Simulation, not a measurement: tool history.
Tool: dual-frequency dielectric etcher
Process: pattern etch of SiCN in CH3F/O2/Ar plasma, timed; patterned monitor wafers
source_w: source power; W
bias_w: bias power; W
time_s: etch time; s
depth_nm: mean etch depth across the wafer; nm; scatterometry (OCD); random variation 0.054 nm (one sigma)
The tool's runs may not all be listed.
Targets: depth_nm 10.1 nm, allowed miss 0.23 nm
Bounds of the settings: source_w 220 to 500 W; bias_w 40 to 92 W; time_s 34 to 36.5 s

| run | hour | source_w | bias_w | time_s | depth_nm |
|---|---|---|---|---|---|
| 1 | 0 | 360 | 66 | 36.5 | 11.806 |
| 2 | 4.5 | 340 | 65 | 36.5 | 11.434 |
| 3 | 5.9 | 310 | 65 | 36.5 | 11.186 |
| 4 | 10.8 | 310 | 65 | 36.5 | 11.237 |
| 5 | 17.3 | 300 | 64 | 36.5 | 10.945 |
| 6 | 20.9 | 290 | 64 | 36.5 | 10.82 |
| 7 | 26.9 | 280 | 64 | 36.5 | 10.746 |
| 8 | 29.5 | 270 | 64 | 36.5 | 10.605 |
| 9 | 37.5 | 260 | 64 | 36.5 | 10.58 |

5 next moves are on the table. One of them brings every result within its allowed miss. Which?
| A | 45.5 | 340 | 58 | 36.5 | ? |
| B | 45.5 | 330 | 62 | 36 | ? |
| C | 45.5 | 260 | 62 | 35.5 | ? |
| D | 45.5 | 260 | 71 | 36.5 | ? |
| E | 45.5 | 270 | 73 | 35 | ? |

| move | depth_nm |
|---|---|
| A | 10.868 |
| B | 10.982 |
| C | 10.073 |
| D | 11.092 |
| E | 10.905 |
A: further off than the last run
B: further off than the last run
C: meets every target
D: further off than the last run
E: further off than the last run
Answer: C
